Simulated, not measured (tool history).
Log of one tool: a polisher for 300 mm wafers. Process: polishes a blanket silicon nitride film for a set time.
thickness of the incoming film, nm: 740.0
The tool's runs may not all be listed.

run  hour  flow of slurry (ml/min)  pressure of the wafer on the pad (kPa)  speed of the pad under the wafer (m/s)  polishing time (s)  film removed (nm)
  1     0                      185                                    22.8                                       1                  36             55.388
  2   4.1                      185                                    21.4                                    0.96                  36              50.83
  3  11.5                      185                                    24.1                                    0.96                  36             55.553
  4  12.7                      165                                    24.1                                    0.96                  36             56.425
  5    17                      165                                    24.1                                    0.76                  36             46.483
  6  22.5                      165                                    22.1                                    0.74                  36             41.733

Run 7 comes next. What will it give?
  7  26.8                      165                                    20.7                                    0.74                  36                  ?

Run 7 gave film removed (nm) 39.604.
